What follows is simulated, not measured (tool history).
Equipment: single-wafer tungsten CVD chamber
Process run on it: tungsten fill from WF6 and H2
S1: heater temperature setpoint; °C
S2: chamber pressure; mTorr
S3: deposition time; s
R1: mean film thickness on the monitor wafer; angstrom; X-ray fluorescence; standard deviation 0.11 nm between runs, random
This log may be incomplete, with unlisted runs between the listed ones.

run	hour	S1	S2	S3	R1
1	0.0	400	47900	15.7	561.52
2	8.2	395	47900	15.7	512.07
3	15.2	395	51000	15.7	531.65
4	17.4	391	50200	15.7	488.94
5	22.2	391	50200	15.0	463.57
6	28.4	383	50200	15.0	400.76

Run 7 comes next. What will it give?
7	34.1	377	49900	15.0	?

{"run 7": {"R1": 349.6}}
